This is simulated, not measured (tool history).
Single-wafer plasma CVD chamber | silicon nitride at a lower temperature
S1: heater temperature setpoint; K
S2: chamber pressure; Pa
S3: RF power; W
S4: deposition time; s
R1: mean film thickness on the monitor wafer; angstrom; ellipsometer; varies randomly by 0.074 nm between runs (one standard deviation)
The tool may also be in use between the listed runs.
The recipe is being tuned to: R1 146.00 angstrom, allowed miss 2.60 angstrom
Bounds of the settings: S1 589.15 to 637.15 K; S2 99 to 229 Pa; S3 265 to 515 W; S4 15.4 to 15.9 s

| run | hour | S1 | S2 | S3 | S4 | R1 |
|---|---|---|---|---|---|---|
| 1 | 0.0 | 613.15 | 164 | 390 | 15.4 | 191.71 |
| 2 | 6.9 | 613.15 | 164 | 430 | 15.4 | 204.54 |
| 3 | 14.1 | 613.15 | 164 | 380 | 15.4 | 187.65 |
| 4 | 16.0 | 613.15 | 164 | 380 | 15.4 | 187.58 |
| 5 | 22.0 | 613.15 | 137 | 380 | 15.4 | 175.21 |
| 6 | 29.9 | 613.15 | 127 | 365 | 15.4 | 160.74 |
| 7 | 35.1 | 613.15 | 119 | 365 | 15.4 | 158.15 |
| 8 | 39.5 | 613.15 | 113 | 360 | 15.4 | 151.55 |
| 9 | 47.8 | 613.15 | 99 | 360 | 15.4 | 138.39 |
| 10 | 50.7 | 613.15 | 101 | 360 | 15.4 | 141.05 |
| 11 | 51.4 | 613.15 | 104 | 360 | 15.4 | 142.98 |

Of the 4 settings listed for the next run, only one would bring every result within its allowed miss of target. Which one?
| A | 52.1 | 611.15 | 109 | 340 | 15.9 | ? |
| B | 52.1 | 603.15 | 119 | 300 | 15.9 | ? |
| C | 52.1 | 606.15 | 113 | 360 | 15.7 | ? |
| D | 52.1 | 614.15 | 100 | 355 | 15.4 | ? |

| move | R1 |
|---|---|
| A | 147.57 |
| B | 141.79 |
| C | 155.50 |
| D | 138.43 |
A: every result lands within tolerance
B: further off than the last run
C: the result that was furthest off in the last run now lies on the other side of its target
D: further off than the last run
Answer: A
